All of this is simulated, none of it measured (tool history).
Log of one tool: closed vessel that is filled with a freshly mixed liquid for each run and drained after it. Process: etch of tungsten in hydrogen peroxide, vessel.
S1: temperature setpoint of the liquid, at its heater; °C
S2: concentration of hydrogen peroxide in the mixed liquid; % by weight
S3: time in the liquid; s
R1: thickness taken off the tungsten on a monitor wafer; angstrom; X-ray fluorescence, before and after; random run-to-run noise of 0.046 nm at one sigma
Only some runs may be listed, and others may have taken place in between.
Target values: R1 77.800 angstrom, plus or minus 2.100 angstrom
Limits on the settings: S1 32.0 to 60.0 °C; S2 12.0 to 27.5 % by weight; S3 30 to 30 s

run,hour,S1,S2,S3,R1
1,0.0,44.0,18.5,30,222.120
2,5.6,42.0,17.5,30,187.270
3,9.3,45.5,17.5,30,233.900
4,18.2,43.0,16.5,30,197.160
# hour 23.4: thermometer replaced
5,23.4,39.5,16.5,30,137.380
6,30.8,38.5,16.5,30,129.490
7,37.2,32.0,12.0,30,70.915
8,39.7,32.5,12.0,30,73.110

Which single option among these 5 for the next run brings every result within its allowed miss of target? Just one does.
A,42.2,34.0,12.5,30,?
B,42.2,32.0,12.0,30,?
C,42.2,33.5,12.0,30,?
D,42.2,32.5,15.0,30,?
E,42.2,33.0,14.5,30,?

move,R1
A,82.993
B,70.963
C,78.608
D,82.101
E,83.521
A: the result that was furthest off in the last run now lies on the other side of its target
B: its largest miss is bigger than the last run's
C: all results in spec
D: the result that was furthest off in the last run now lies on the other side of its target
E: the result that was furthest off in the last run now lies on the other side of its target
Go with C: it meets all targets.

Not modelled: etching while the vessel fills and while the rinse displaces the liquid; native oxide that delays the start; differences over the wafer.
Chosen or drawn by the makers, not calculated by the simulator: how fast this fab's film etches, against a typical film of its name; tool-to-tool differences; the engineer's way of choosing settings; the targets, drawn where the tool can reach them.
